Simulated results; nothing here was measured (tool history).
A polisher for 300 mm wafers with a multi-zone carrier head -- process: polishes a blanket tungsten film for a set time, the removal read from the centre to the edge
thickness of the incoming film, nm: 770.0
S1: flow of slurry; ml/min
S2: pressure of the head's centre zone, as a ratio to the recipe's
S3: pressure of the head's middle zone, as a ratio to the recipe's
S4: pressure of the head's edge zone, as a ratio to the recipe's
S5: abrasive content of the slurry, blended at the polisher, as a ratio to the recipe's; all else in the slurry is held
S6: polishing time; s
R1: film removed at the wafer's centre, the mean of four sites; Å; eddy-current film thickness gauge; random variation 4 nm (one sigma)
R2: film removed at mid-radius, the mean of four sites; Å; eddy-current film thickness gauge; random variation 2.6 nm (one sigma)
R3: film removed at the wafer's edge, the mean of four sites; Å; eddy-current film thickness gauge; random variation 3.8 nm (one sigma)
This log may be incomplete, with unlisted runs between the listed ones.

run 1 hour=0.0 | S1=240 S2=1.00 S3=1.00 S4=1.00 S5=1.00 S6=44 | R1=3236.6 R2=3043.1 R3=3185.2
run 2 hour=4.6 | S1=240 S2=1.00 S3=1.00 S4=0.91 S5=1.00 S6=44 | R1=3194.1 R2=3054.3 R3=3019.5
run 3 hour=11.5 | S1=240 S2=1.07 S3=1.00 S4=0.91 S5=1.00 S6=44 | R1=3308.3 R2=3087.9 R3=3101.6
run 4 hour=14.6 | S1=250 S2=1.09 S3=1.02 S4=0.94 S5=1.05 S6=44 | R1=3492.7 R2=3175.5 R3=3180.3
run 5 hour=22.7 | S1=250 S2=1.09 S3=1.02 S4=0.94 S5=1.25 S6=44 | R1=3626.1 R2=3288.4 R3=3245.9
run 6 hour=24.2 | S1=290 S2=1.09 S3=1.02 S4=0.94 S5=1.25 S6=44 | R1=3766.0 R2=3333.3 R3=3355.0
run 7 hour=24.9 | S1=290 S2=1.08 S3=1.04 S4=0.96 S5=1.30 S6=44 | R1=3617.3 R2=3416.2 R3=3324.4
run 8 hour=28.4 | S1=295 S2=1.09 S3=1.05 S4=0.98 S5=1.35 S6=44 | R1=3788.1 R2=3520.8 R3=3387.3
run 9 hour=34.6 | S1=300 S2=1.08 S3=1.05 S4=1.00 S5=1.35 S6=44 | R1=3761.9 R2=3477.7 R3=3461.8
run 10 hour=35.9 | S1=305 S2=1.08 S3=1.06 S4=1.02 S5=1.35 S6=44 | R1=3780.9 R2=3535.6 R3=3482.0

Estimate the outcome of run 11 from the log above:
run 11 hour=43.9 | S1=310 S2=1.08 S3=1.07 S4=1.04 S5=1.35 S6=44 | R1=? R2=? R3=?

R1: 3768.1 Å
R2: 3610.2 Å
R3: 3533.9 Å

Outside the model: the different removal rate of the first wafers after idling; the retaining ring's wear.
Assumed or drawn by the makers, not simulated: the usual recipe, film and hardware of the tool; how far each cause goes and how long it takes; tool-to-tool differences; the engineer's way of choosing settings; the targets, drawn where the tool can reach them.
